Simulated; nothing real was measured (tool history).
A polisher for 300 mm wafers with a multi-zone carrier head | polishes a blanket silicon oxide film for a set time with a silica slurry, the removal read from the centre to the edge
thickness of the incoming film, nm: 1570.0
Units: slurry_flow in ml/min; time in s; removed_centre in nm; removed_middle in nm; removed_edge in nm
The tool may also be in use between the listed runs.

run,hour,slurry_flow,centre_zone,middle_zone,edge_zone,slurry_solids,time,removed_centre,removed_middle,removed_edge
1,0,125,1,1,1,1,50,96.123,96.489,89.538
2,6.1,125,1,1.08,1,1,50,96.282,104.9,93.434
3,6.8,125,1,1.08,1,1,41,78.893,84.579,74.497
4,7.7,130,1.04,1.06,1.05,1.15,44,92.644,95.655,87.988
5,12.3,140,1.08,1.04,1.08,1.25,46,103.58,103.87,93.828
6,19.2,135,1.1,1,1.1,1.3,50,115.68,106.98,104.94
7,20.2,135,1.12,0.99,1.11,1.35,52,123.12,113.45,111.37

Forecast run 8:
# hour 23.4: edge zone pressure recalibrated
8,23.4,170,1.18,0.93,1.19,1.5,54,?,?,?

removed_centre: 144.31 nm
removed_middle: 123.06 nm
removed_edge: 138.37 nm
